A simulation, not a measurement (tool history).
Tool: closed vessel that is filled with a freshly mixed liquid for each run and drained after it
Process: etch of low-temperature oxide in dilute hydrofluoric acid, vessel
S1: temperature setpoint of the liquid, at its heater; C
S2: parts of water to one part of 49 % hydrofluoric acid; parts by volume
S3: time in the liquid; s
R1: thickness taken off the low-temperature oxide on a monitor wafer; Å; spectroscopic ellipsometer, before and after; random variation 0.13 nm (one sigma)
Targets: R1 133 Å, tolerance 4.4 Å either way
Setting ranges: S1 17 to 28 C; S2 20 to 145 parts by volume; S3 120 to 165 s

run 1 hour=0 | S1=20 S2=80 S3=165 | R1=232.57
run 2 hour=3.9 | S1=20 S2=80 S3=165 | R1=235.04
run 3 hour=7.5 | S1=19.5 S2=85 S3=165 | R1=218.7
run 4 hour=14.7 | S1=19 S2=90 S3=165 | R1=199.75
run 5 hour=20 | S1=22.5 S2=90 S3=165 | R1=233.34
run 6 hour=26.3 | S1=19 S2=90 S3=165 | R1=197.3
run 7 hour=31.8 | S1=18.5 S2=95 S3=165 | R1=182.28
run 8 hour=36.1 | S1=18 S2=100 S3=165 | R1=165.44
run 9 hour=38.5 | S1=18 S2=105 S3=165 | R1=159.09
run 10 hour=40.6 | S1=17.5 S2=110 S3=165 | R1=150.62
run 11 hour=44.7 | S1=17 S2=115 S3=165 | R1=141.21

Exactly one of the 5 candidate moves below puts every result within its allowed miss. Which one?
run A hour=48.8 | S1=18.5 S2=105 S3=155 | R1=?
run B hour=48.8 | S1=18 S2=110 S3=160 | R1=?
run C hour=48.8 | S1=17 S2=85 S3=120 | R1=?
run D hour=48.8 | S1=17 S2=105 S3=150 | R1=?
run E hour=48.8 | S1=18 S2=115 S3=150 | R1=?

move=A R1=155.14
move=B R1=148.93
move=C R1=142.3
move=D R1=141.01
move=E R1=132.85
A: misses by more than the last run did
B: misses by more than the last run did
C: misses by more than the last run did
D: no nearer and no further than the last run
E: in spec on every target
Go with E: it meets all targets.
